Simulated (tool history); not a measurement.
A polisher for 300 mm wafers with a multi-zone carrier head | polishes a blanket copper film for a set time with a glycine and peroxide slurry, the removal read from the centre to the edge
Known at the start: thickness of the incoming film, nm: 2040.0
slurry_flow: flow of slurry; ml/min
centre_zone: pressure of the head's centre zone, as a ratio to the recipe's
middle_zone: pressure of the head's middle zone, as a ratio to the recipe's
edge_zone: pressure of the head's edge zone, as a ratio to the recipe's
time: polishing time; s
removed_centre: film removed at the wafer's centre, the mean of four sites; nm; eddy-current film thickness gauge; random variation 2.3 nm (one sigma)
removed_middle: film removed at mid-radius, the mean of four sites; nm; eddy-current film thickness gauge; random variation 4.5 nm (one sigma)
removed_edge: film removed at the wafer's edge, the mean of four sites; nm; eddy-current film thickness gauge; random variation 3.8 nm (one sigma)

run	hour	slurry_flow	centre_zone	middle_zone	edge_zone	time	removed_centre	removed_middle	removed_edge
1	0	205	1	1	1	73	312.62	314.21	301.84
2	3.6	205	1	0.93	1	73	309.19	291.05	299.69
3	4.7	200	0.97	0.95	1	73	296.3	298.95	299.78
4	8.7	225	0.97	0.95	1	73	303.1	296.22	313.53
5	14.9	225	1.02	0.95	1	73	317.25	299.92	304.31
6	15.8	225	0.96	0.95	1	73	294.31	297.13	300.62
7	17.2	225	0.94	0.97	1	73	293.95	310.15	301.42
8	26	175	0.84	0.99	0.98	72	247.51	291.54	281.86
9	30.5	180	0.84	1	0.98	72	250.24	295.18	295.25

Run 10 comes next. What will it give?
10	34.9	185	0.85	1.01	0.97	72	?	?	?

Run 10 gave removed_centre 251.69 nm, removed_middle 294.74 nm, removed_edge 293.53 nm.
